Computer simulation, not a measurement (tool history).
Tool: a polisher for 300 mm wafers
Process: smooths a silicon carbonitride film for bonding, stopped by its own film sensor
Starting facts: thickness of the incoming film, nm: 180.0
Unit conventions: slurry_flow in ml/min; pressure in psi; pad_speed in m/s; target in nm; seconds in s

run	hour	slurry_flow	pressure	pad_speed	slurry_solids	target	seconds
1	0.0	160	1.3	0.98	1.00	171	48.369
2	6.2	160	1.1	0.98	1.00	171	56.233
3	13.1	160	0.8	0.98	1.00	171	75.244
4	14.0	155	0.7	0.84	1.00	171	91.878
5	17.3	155	0.7	0.84	1.00	172	81.403
6	24.9	155	0.7	0.70	1.00	172	89.469
7	33.7	150	0.7	0.62	0.90	172	100.970
8	38.2	145	0.7	0.56	0.85	172	108.970
9	45.2	140	0.7	0.52	0.85	172	113.250

Forecast run 10:
10	50.8	140	0.7	0.52	0.85	172	?

Run 10 measured seconds 116.050 s.
